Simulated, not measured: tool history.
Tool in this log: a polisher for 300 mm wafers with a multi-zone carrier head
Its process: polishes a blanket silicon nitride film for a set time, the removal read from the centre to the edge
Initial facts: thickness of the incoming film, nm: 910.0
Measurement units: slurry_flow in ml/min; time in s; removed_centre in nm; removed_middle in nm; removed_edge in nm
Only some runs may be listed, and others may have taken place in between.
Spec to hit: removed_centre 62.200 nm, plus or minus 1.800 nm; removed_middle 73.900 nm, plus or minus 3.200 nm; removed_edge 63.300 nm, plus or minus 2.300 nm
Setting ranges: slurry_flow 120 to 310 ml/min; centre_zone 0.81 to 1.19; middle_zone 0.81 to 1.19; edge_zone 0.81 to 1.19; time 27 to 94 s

run	hour	slurry_flow	centre_zone	middle_zone	edge_zone	time	removed_centre	removed_middle	removed_edge
1	0.0	200	1.00	1.00	1.00	60	85.548	86.803	85.988
2	2.4	195	0.98	1.02	0.96	57	80.163	83.487	80.787
3	5.4	240	0.98	1.02	0.96	57	82.949	85.448	82.199
4	8.7	235	0.96	1.04	0.93	54	76.904	82.525	75.871
5	11.1	235	0.87	1.04	0.93	54	70.079	79.730	76.512
6	17.3	230	0.87	1.05	0.90	52	66.964	79.941	73.681
7	23.9	230	0.88	1.05	0.88	50	65.574	76.056	69.188
8	29.1	230	0.88	1.05	0.88	50	65.210	76.610	68.647
9	33.1	225	0.88	1.05	0.86	50	65.207	75.298	68.359
10	40.7	215	0.89	1.12	0.81	46	59.996	73.931	60.896

Exactly one of the 5 candidate moves below puts every result within its allowed miss. Which one?
A	48.3	220	0.95	1.16	0.89	42	?	?	?
B	48.3	185	0.85	1.06	0.90	47	?	?	?
C	48.3	200	0.99	1.08	0.81	44	?	?	?
D	48.3	120	0.81	1.04	0.81	55	?	?	?
E	48.3	135	0.92	1.12	0.82	51	?	?	?

move	removed_centre	removed_middle	removed_edge
A	58.608	69.149	58.472
B	57.921	70.076	64.586
C	62.612	67.397	58.193
D	58.713	73.730	67.558
E	62.705	74.718	64.221
A: its largest miss is bigger than the last run's
B: its largest miss is bigger than the last run's
C: puts the biggest miss on target and leaves a different result outside tolerance
D: its largest miss is bigger than the last run's
E: all results in spec
So the answer is move E, the one that meets all the targets.
